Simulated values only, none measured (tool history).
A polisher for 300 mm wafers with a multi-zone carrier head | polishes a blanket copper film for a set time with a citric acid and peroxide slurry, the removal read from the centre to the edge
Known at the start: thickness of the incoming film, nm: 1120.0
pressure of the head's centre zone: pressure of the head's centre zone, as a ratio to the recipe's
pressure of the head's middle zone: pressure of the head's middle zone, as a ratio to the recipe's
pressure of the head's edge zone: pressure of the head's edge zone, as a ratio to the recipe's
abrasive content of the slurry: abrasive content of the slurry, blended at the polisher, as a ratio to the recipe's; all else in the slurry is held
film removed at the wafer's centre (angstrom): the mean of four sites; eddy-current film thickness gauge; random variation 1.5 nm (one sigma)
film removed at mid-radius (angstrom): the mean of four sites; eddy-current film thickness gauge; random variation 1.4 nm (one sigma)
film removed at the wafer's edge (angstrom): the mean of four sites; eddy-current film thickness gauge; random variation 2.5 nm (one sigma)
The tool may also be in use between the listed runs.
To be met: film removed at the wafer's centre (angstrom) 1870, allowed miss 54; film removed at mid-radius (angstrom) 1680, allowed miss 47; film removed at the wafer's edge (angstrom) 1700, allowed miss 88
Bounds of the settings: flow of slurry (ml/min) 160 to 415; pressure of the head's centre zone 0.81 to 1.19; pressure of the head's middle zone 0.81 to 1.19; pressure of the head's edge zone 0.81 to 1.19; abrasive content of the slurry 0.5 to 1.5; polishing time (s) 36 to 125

| run | day | flow of slurry (ml/min) | pressure of the head's centre zone | pressure of the head's middle zone | pressure of the head's edge zone | abrasive content of the slurry | polishing time (s) | film removed at the wafer's centre (angstrom) | film removed at mid-radius (angstrom) | film removed at the wafer's edge (angstrom) |
|---|---|---|---|---|---|---|---|---|---|---|
| 1 | 0 | 265 | 1 | 1 | 1 | 1 | 80 | 2216.8 | 2200.4 | 2098.4 |
| 2 | 0.279 | 265 | 1 | 1 | 1 | 1 | 65 | 1801.2 | 1808.9 | 1802.2 |
| 3 | 0.462 | 260 | 1.01 | 0.99 | 0.98 | 1 | 65 | 1820.3 | 1780.1 | 1730.7 |
| 4 | 0.812 | 260 | 0.95 | 0.99 | 0.98 | 1 | 65 | 1692.1 | 1790.3 | 1685.7 |
| 5 | 1.171 | 205 | 0.95 | 0.99 | 0.98 | 1 | 65 | 1623.1 | 1721.4 | 1653.9 |
| 6 | 1.475 | 205 | 0.95 | 0.99 | 0.98 | 1 | 79 | 1962 | 2093.7 | 2029.6 |
| 7 | 1.725 | 210 | 0.96 | 0.95 | 0.94 | 0.9 | 79 | 1998.3 | 2010.8 | 1995.3 |
| 8 | 1.938 | 225 | 0.97 | 0.93 | 0.91 | 0.8 | 77 | 1917.5 | 1915.9 | 1900.8 |
| 9 | 1.988 | 225 | 0.97 | 0.93 | 0.91 | 0.8 | 77 | 1969.4 | 1920.4 | 1903.1 |

Which of these 4 next moves meets every target?
| A | 2.038 | 285 | 1.05 | 1.18 | 0.81 | 0.95 | 68 | ? | ? | ? |
| B | 2.038 | 200 | 0.94 | 1.04 | 0.95 | 0.65 | 89 | ? | ? | ? |
| C | 2.038 | 210 | 1.05 | 0.93 | 0.93 | 0.6 | 71 | ? | ? | ? |
| D | 2.038 | 265 | 0.9 | 1.08 | 0.97 | 0.85 | 84 | ? | ? | ? |

| move | film removed at the wafer's centre (angstrom) | film removed at mid-radius (angstrom) | film removed at the wafer's edge (angstrom) |
|---|---|---|---|
| A | 1977.5 | 2177.9 | 1641.6 |
| B | 2088 | 2324.7 | 2119.4 |
| C | 1860.7 | 1686.2 | 1671.9 |
| D | 2039.7 | 2438 | 2149.7 |
A: further off than the last run
B: further off than the last run
C: meets every target
D: further off than the last run
Move C is the one to make.
